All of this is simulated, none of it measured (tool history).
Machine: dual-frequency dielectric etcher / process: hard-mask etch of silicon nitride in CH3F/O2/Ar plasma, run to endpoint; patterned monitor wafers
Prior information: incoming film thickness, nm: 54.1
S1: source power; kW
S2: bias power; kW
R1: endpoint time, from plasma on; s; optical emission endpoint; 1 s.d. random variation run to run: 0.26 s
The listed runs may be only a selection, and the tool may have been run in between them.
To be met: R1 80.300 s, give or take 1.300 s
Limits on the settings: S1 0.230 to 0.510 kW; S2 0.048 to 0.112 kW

{"run": 1, "hour": 0.0, "S1": 0.37, "S2": 0.08, "R1": 70.754}
{"run": 2, "hour": 4.9, "S1": 0.37, "S2": 0.068, "R1": 74.848}
{"run": 3, "hour": 8.6, "S1": 0.43, "S2": 0.068, "R1": 71.409}
{"run": 4, "hour": 15.5, "S1": 0.43, "S2": 0.074, "R1": 69.62}
{"run": 5, "hour": 18.7, "S1": 0.39, "S2": 0.072, "R1": 71.933}
{"run": 6, "hour": 26.2, "S1": 0.44, "S2": 0.072, "R1": 69.934}
{"run": 7, "hour": 29.4, "S1": 0.44, "S2": 0.072, "R1": 69.467}
{"run": 8, "hour": 34.3, "S1": 0.4, "S2": 0.07, "R1": 72.524}
{"run": 9, "hour": 36.9, "S1": 0.37, "S2": 0.069, "R1": 74.487}
{"run": 10, "hour": 38.5, "S1": 0.37, "S2": 0.069, "R1": 74.698}
{"run": 11, "hour": 40.6, "S1": 0.35, "S2": 0.068, "R1": 76.085}
{"hour": 48.6, "done": "source power generator calibrated"}
{"run": 12, "hour": 48.6, "S1": 0.34, "S2": 0.067, "R1": 77.671}
{"run": 13, "hour": 49.7, "S1": 0.33, "S2": 0.067, "R1": 78.525}

Consider the 4 candidate settings below. Which is the only one whose results all fall within their allowed miss of target?
{"run": "A", "hour": 50.8, "S1": 0.36, "S2": 0.053, "R1": "?"}
{"run": "B", "hour": 50.8, "S1": 0.33, "S2": 0.071, "R1": "?"}
{"run": "C", "hour": 50.8, "S1": 0.32, "S2": 0.073, "R1": "?"}
{"run": "D", "hour": 50.8, "S1": 0.3, "S2": 0.068, "R1": "?"}

move=A R1=82.683
move=B R1=77.142
move=C R1=77.099
move=D R1=80.444
A: takes the biggest miss from the last run beyond its target
B: misses by more than the last run did
C: misses by more than the last run did
D: meets every target
The right move is D.

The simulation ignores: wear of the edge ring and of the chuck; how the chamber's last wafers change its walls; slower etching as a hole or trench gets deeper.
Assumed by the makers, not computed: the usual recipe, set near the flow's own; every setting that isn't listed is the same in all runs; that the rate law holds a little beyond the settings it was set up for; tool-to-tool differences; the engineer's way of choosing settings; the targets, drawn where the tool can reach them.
